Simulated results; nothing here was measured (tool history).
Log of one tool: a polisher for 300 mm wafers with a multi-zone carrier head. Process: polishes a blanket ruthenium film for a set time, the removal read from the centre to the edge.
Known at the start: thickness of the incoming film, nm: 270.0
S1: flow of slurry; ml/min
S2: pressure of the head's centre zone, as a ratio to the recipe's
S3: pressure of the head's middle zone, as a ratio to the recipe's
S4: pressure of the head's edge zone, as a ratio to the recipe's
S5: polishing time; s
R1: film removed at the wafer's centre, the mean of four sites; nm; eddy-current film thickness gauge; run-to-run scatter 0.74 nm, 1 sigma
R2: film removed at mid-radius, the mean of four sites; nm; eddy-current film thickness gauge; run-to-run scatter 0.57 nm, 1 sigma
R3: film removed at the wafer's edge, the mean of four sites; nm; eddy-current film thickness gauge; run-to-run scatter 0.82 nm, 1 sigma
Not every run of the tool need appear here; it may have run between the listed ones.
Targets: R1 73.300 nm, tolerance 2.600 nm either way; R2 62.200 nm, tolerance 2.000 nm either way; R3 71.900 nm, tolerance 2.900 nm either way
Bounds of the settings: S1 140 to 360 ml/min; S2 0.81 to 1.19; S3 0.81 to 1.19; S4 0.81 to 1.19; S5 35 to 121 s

run	hour	S1	S2	S3	S4	S5	R1	R2	R3
1	0.0	230	1.00	1.00	1.00	78	81.209	78.108	82.318
2	4.9	225	1.00	0.97	0.98	77	79.313	77.116	79.716
3	11.2	225	1.00	0.97	0.90	77	79.581	76.241	79.788
4	19.5	225	1.00	0.89	0.90	77	79.098	70.643	77.992
5	22.0	225	0.92	0.89	0.90	77	74.374	70.424	78.183
6	24.7	220	0.93	0.87	0.89	76	73.552	68.604	78.306
7	26.5	230	1.03	0.84	0.84	68	73.483	59.778	67.503
8	34.1	230	1.02	0.84	0.85	69	72.302	61.463	69.537
9	38.5	230	1.02	0.84	0.86	69	73.330	60.172	69.088
10	45.8	230	1.01	0.84	0.87	69	71.916	60.561	69.606

Which single option among these 5 for the next run brings every result within its allowed miss of target? Just one does.
A	53.1	280	1.14	0.88	0.95	62	?	?	?
B	53.1	255	1.04	0.84	0.85	66	?	?	?
C	53.1	160	1.03	0.87	0.94	73	?	?	?
D	53.1	280	1.07	0.96	0.83	63	?	?	?
E	53.1	195	1.03	0.86	0.83	68	?	?	?

move	R1	R2	R3
A	75.701	58.607	65.817
B	72.563	59.430	66.575
C	72.957	62.665	72.314
D	72.208	64.061	63.408
E	70.908	60.054	66.014
A: lands further from the targets than the last run did
B: lands further from the targets than the last run did
C: each result inside its tolerance
D: brings the result that was furthest off to its target, and leaves another outside
E: lands further from the targets than the last run did
So the answer is move C, the one that meets all the targets.

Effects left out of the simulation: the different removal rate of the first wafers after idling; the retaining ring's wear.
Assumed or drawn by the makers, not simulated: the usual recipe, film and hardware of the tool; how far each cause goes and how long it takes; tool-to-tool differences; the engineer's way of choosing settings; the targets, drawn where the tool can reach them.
